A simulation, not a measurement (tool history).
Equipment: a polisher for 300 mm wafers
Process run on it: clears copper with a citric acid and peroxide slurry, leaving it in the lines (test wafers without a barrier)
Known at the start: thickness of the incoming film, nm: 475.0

run,hour,flow of slurry (ml/min),pressure of the wafer on the pad (psi),speed of the pad under the wafer (cm/s),abrasive content of the slurry,overpolish time after the end point (s),time until the end point was called (s),dishing of a wide line in a test structure (nm)
1,0,135,3.4,112,1,27,211.62,44.803
2,3.3,135,3.4,140,1,27,176.03,52.41
3,4.6,105,3.4,140,1,27,189.09,51.856
4,12.1,115,3.6,140,1,28,175.94,56.577
5,20.6,85,3.6,140,1,28,180.02,51.894
6,25,85,3.6,118,1,28,219.05,43.163

Run 7 comes next. What will it give?
7,27.2,100,3.9,120,1,29,?,?

{"run 7": {"time until the end point was called (s)": 182.88, "dishing of a wide line in a test structure (nm)": 52.502}}

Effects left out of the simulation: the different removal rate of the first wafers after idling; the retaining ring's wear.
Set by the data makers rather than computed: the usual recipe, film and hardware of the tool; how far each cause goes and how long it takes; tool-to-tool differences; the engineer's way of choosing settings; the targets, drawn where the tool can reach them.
